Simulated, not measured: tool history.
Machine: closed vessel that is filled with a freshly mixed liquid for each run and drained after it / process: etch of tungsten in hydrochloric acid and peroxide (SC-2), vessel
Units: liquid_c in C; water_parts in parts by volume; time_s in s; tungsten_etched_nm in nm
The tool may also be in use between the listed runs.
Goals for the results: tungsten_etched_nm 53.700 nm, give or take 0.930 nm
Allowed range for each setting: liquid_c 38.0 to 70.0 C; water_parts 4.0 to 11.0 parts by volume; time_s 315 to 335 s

run	day	liquid_c	water_parts	time_s	tungsten_etched_nm
1	0.000	54.0	6.0	315	74.381
2	0.350	53.5	6.0	315	71.870
3	0.633	53.0	6.0	315	69.577
4	0.862	59.5	6.0	315	106.040
5	1.188	59.5	6.0	335	112.500
# day 1.333: chemicals flow meter replaced
6	1.333	66.5	6.0	335	187.660
7	1.375	64.0	6.0	335	160.830
8	1.625	62.0	6.0	335	141.440
9	1.908	60.0	6.0	335	124.710
10	2.192	58.5	6.0	335	113.950
11	2.558	57.0	6.0	335	103.530
12	2.738	55.5	6.0	335	94.511
13	2.946	54.5	6.0	335	87.892
14	3.025	53.5	6.0	335	82.660
15	3.229	52.5	6.0	335	77.608
16	3.279	51.5	6.0	335	72.234
17	3.375	51.0	6.0	335	70.233
18	3.604	50.5	6.0	335	68.239
19	3.967	46.0	6.0	335	49.897

Next run, 4 choices. One meets every target within its allowed miss, the rest don't. Which?
A	4.329	46.0	5.5	320	?
B	4.329	43.5	4.0	320	?
C	4.329	43.0	4.0	315	?
D	4.329	48.5	7.0	330	?

move	tungsten_etched_nm
A	51.131
B	53.801
C	51.150
D	52.061
A: an improvement on the last run, though not all results are within tolerance
B: all results land within tolerance of their targets
C: an improvement on the last run, though not all results are within tolerance
D: an improvement on the last run, though not all results are within tolerance
The move that meets every target is B.
